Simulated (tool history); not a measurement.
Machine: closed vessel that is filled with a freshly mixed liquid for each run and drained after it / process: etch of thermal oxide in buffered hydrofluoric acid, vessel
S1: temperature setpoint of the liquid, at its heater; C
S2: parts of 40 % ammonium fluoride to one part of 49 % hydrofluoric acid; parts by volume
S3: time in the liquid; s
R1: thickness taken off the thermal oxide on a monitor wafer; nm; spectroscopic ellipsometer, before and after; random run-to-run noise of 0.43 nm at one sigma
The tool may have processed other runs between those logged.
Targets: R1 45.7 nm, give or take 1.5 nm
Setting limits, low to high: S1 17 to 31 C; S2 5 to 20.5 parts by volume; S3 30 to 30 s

run	day	S1	S2	S3	R1
1	0	23	12.5	30	25.729
2	0.025	23	15.5	30	20.5
3	0.096	23	15.5	30	20.901
4	0.383	20	15.5	30	17.726
5	0.667	23	14	30	22.766
6	0.754	23	12.5	30	25.353
7	0.979	25	11.5	30	30.689
8	1.246	26.5	11	30	35.209
9	1.512	27.5	11	30	37.093
10	1.796	28.5	11	30	38.359
11	1.854	29	11	30	40.414
12	1.971	29.5	11	30	41.806

4 candidate next runs follow, results not yet known. Just one meets every target within its allowed miss. Identify it.
A	2.088	31	13	30	?
B	2.088	30	11	30	?
C	2.088	25.5	9	30	?
D	2.088	30.5	10.5	30	?

move	R1
A	37.26
B	41.618
C	38.398
D	44.7
A: further off than the last run
B: neither nearer nor further off than the last run
C: further off than the last run
D: every result within its allowed miss
The right move is D.
